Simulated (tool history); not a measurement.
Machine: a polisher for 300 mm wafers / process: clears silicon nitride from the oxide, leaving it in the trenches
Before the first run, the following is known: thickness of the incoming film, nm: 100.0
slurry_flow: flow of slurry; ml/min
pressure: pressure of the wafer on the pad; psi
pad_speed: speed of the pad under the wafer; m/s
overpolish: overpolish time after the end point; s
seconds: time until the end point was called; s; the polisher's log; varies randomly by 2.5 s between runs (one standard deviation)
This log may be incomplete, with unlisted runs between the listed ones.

run	hour	slurry_flow	pressure	pad_speed	overpolish	seconds
1	0.0	190	2.8	0.96	9	121.30
2	6.6	190	2.8	0.76	9	151.46
3	13.8	205	2.8	0.76	9	148.64
4	19.5	205	3.4	0.76	9	124.21
5	20.1	245	3.4	0.76	9	123.88
6	22.5	275	3.4	0.76	9	120.31
7	25.8	230	2.6	0.72	9	170.40
8	33.5	230	2.3	0.72	9	187.83

Predict the results of run 9:
9	39.2	215	1.5	0.70	9	?

Run 9 gave seconds 291.85 s.
